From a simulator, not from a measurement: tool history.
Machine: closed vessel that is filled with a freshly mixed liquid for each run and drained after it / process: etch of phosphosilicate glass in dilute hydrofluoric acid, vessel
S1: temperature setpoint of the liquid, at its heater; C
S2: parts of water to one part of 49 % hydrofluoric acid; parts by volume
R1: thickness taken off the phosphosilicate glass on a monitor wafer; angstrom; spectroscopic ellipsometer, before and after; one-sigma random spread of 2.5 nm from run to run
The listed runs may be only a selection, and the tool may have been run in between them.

run 1 day=0 | S1=24 S2=110 time_in_the_liquid_(s)=100 | R1=1094.9
run 2 day=0.171 | S1=22.5 S2=110 time_in_the_liquid_(s)=100 | R1=1039
run 3 day=0.512 | S1=19.5 S2=110 time_in_the_liquid_(s)=100 | R1=917.53
run 4 day=0.833 | S1=20.5 S2=105 time_in_the_liquid_(s)=100 | R1=1013.3
run 5 day=1.004 | S1=21.5 S2=100 time_in_the_liquid_(s)=100 | R1=1129.4
run 6 day=1.375 | S1=22.5 S2=95 time_in_the_liquid_(s)=100 | R1=1221.8
run 7 day=1.579 | S1=23.5 S2=90 time_in_the_liquid_(s)=100 | R1=1360.5
run 8 day=1.875 | S1=24.5 S2=85 time_in_the_liquid_(s)=100 | R1=1480.4
run 9 day=2.008 | S1=25 S2=80 time_in_the_liquid_(s)=100 | R1=1651.2
run 10 day=2.154 | S1=25.5 S2=80 time_in_the_liquid_(s)=100 | R1=1684.4
run 11 day=2.354 | S1=26 S2=80 time_in_the_liquid_(s)=100 | R1=1693.5
run 12 day=2.579 | S1=26.5 S2=80 time_in_the_liquid_(s)=100 | R1=1730.3
run 13 day=2.654 | S1=27 S2=80 time_in_the_liquid_(s)=100 | R1=1773.5

Predict the results of run 14:
run 14 day=2.754 | S1=27.5 S2=80 time_in_the_liquid_(s)=100 | R1=?

Logged for run 14: R1 1808.1 angstrom.
